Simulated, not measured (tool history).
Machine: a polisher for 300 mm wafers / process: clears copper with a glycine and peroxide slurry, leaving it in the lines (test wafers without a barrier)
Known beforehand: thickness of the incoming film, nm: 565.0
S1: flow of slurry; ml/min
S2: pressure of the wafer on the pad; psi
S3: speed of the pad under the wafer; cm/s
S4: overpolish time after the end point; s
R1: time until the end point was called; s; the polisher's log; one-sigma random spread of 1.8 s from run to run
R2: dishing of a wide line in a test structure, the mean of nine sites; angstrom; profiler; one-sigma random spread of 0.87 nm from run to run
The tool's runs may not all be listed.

{"run": 1, "day": 0.0, "S1": 200, "S2": 2.9, "S3": 90, "S4": 18, "R1": 98.15, "R2": 531.95}
{"run": 2, "day": 0.179, "S1": 200, "S2": 2.7, "S3": 90, "S4": 19, "R1": 107.72, "R2": 531.02}
{"run": 3, "day": 0.346, "S1": 200, "S2": 2.6, "S3": 90, "S4": 20, "R1": 108.88, "R2": 536.13}
{"run": 4, "day": 0.717, "S1": 200, "S2": 2.6, "S3": 100, "S4": 20, "R1": 101.13, "R2": 562.22}
{"run": 5, "day": 1.05, "S1": 235, "S2": 2.6, "S3": 100, "S4": 20, "R1": 99.014, "R2": 565.02}
{"run": 6, "day": 1.179, "S1": 235, "S2": 2.0, "S3": 100, "S4": 20, "R1": 122.55, "R2": 493.83}
{"run": 7, "day": 1.246, "S1": 235, "S2": 1.9, "S3": 100, "S4": 21, "R1": 126.89, "R2": 502.63}

Run 8 has not been measured yet. What should we expect?
{"run": 8, "day": 1.271, "S1": 235, "S2": 1.9, "S3": 100, "S4": 22, "R1": "?", "R2": "?"}

Run 8 produced R1 125.200 s, R2 508.34 angstrom.
